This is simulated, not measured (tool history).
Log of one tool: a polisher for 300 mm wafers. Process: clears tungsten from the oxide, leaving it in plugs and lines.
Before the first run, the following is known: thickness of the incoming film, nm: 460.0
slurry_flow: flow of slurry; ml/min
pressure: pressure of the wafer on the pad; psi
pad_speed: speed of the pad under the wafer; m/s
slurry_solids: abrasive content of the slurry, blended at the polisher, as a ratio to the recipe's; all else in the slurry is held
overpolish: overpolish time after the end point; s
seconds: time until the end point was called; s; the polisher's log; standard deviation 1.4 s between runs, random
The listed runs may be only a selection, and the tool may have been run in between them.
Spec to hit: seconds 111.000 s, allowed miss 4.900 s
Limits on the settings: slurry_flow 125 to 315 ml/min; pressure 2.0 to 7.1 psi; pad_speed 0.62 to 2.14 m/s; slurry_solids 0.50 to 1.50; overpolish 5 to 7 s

{"run": 1, "hour": 0.0, "slurry_flow": 205, "pressure": 4.5, "pad_speed": 1.38, "slurry_solids": 1.0, "overpolish": 7, "seconds": 72.823}
{"run": 2, "hour": 7.0, "slurry_flow": 205, "pressure": 4.0, "pad_speed": 1.38, "slurry_solids": 1.0, "overpolish": 7, "seconds": 82.144}
{"run": 3, "hour": 10.1, "slurry_flow": 205, "pressure": 4.0, "pad_speed": 1.38, "slurry_solids": 1.0, "overpolish": 5, "seconds": 82.125}
{"run": 4, "hour": 17.2, "slurry_flow": 205, "pressure": 3.7, "pad_speed": 1.38, "slurry_solids": 1.0, "overpolish": 5, "seconds": 87.772}
{"run": 5, "hour": 22.5, "slurry_flow": 205, "pressure": 3.7, "pad_speed": 1.38, "slurry_solids": 1.0, "overpolish": 5, "seconds": 86.307}
{"run": 6, "hour": 28.2, "slurry_flow": 205, "pressure": 3.7, "pad_speed": 1.38, "slurry_solids": 1.0, "overpolish": 7, "seconds": 87.451}
{"run": 7, "hour": 30.8, "slurry_flow": 205, "pressure": 3.7, "pad_speed": 1.38, "slurry_solids": 1.0, "overpolish": 7, "seconds": 88.905}
{"hour": 34.2, "done": "slurry nozzle cleaned"}
{"run": 8, "hour": 34.2, "slurry_flow": 205, "pressure": 3.5, "pad_speed": 1.38, "slurry_solids": 1.0, "overpolish": 7, "seconds": 87.697}

Of the 4 settings listed for the next run, only one would bring every result within its allowed miss of target. Which one?
{"run": "A", "hour": 37.6, "slurry_flow": 195, "pressure": 4.3, "pad_speed": 1.56, "slurry_solids": 1.05, "overpolish": 6, "seconds": "?"}
{"run": "B", "hour": 37.6, "slurry_flow": 215, "pressure": 4.2, "pad_speed": 1.4, "slurry_solids": 1.0, "overpolish": 7, "seconds": "?"}
{"run": "C", "hour": 37.6, "slurry_flow": 220, "pressure": 3.8, "pad_speed": 1.58, "slurry_solids": 1.0, "overpolish": 7, "seconds": "?"}
{"run": "D", "hour": 37.6, "slurry_flow": 205, "pressure": 3.2, "pad_speed": 1.12, "slurry_solids": 1.05, "overpolish": 5, "seconds": "?"}

move=A seconds=62.618
move=B seconds=71.312
move=C seconds=69.646
move=D seconds=114.010
A: moves away from the targets compared with the last run
B: moves away from the targets compared with the last run
C: moves away from the targets compared with the last run
D: all results land within tolerance of their targets
Answer: D

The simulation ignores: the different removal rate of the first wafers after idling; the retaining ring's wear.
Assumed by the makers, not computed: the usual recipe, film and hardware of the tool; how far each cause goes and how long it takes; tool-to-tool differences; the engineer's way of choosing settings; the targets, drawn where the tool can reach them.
